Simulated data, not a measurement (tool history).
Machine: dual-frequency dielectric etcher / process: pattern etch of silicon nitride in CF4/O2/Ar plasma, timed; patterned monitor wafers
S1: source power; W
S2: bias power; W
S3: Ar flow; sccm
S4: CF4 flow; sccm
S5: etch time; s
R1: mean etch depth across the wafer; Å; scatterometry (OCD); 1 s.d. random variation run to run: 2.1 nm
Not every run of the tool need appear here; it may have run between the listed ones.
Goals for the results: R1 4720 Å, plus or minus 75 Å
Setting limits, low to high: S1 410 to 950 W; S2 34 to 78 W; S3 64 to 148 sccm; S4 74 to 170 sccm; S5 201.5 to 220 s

run 1 hour=0 | S1=680 S2=56 S3=106 S4=122 S5=220 | R1=5450.4
run 2 hour=7 | S1=680 S2=56 S3=92 S4=122 S5=220 | R1=5463.5
run 3 hour=8.7 | S1=680 S2=56 S3=92 S4=122 S5=220 | R1=5490
run 4 hour=17.2 | S1=780 S2=56 S3=92 S4=122 S5=220 | R1=5978.4
run 5 hour=24.3 | S1=780 S2=60 S3=92 S4=122 S5=220 | R1=6061.3
run 6 hour=33.1 | S1=780 S2=60 S3=92 S4=109 S5=220 | R1=5986.1
run 7 hour=35.4 | S1=740 S2=60 S3=92 S4=109 S5=220 | R1=5827
run 8 hour=38 | S1=600 S2=58 S3=92 S4=109 S5=220 | R1=5087.8
run 9 hour=41.1 | S1=600 S2=58 S3=92 S4=109 S5=220 | R1=5089.5
run 10 hour=42.9 | S1=600 S2=58 S3=92 S4=109 S5=220 | R1=5075
run 11 hour=46.7 | S1=590 S2=58 S3=92 S4=109 S5=220 | R1=5022.4
run 12 hour=52.8 | S1=580 S2=58 S3=92 S4=109 S5=220 | R1=4975.4
run 13 hour=54.2 | S1=570 S2=58 S3=92 S4=109 S5=220 | R1=4946.6
run 14 hour=55.3 | S1=560 S2=58 S3=92 S4=109 S5=220 | R1=4875.5
run 15 hour=62.6 | S1=540 S2=58 S3=92 S4=109 S5=220 | R1=4784.2

Exercise: of the 4 proposed moves below, exactly one satisfies all targets within the stated allowed misses. Which move is it?
run A hour=69.9 | S1=570 S2=58 S3=92 S4=113 S5=210 | R1=?
run B hour=69.9 | S1=580 S2=57 S3=97 S4=116 S5=215.5 | R1=?
run C hour=69.9 | S1=620 S2=64 S3=96 S4=121 S5=201.5 | R1=?
run D hour=69.9 | S1=670 S2=61 S3=104 S4=97 S5=201.5 | R1=?

move=A R1=4734.5
move=B R1=4876.7
move=C R1=4891.4
move=D R1=4894.4
A: each result inside its tolerance
B: its largest miss is bigger than the last run's
C: its largest miss is bigger than the last run's
D: its largest miss is bigger than the last run's
The right move is A.
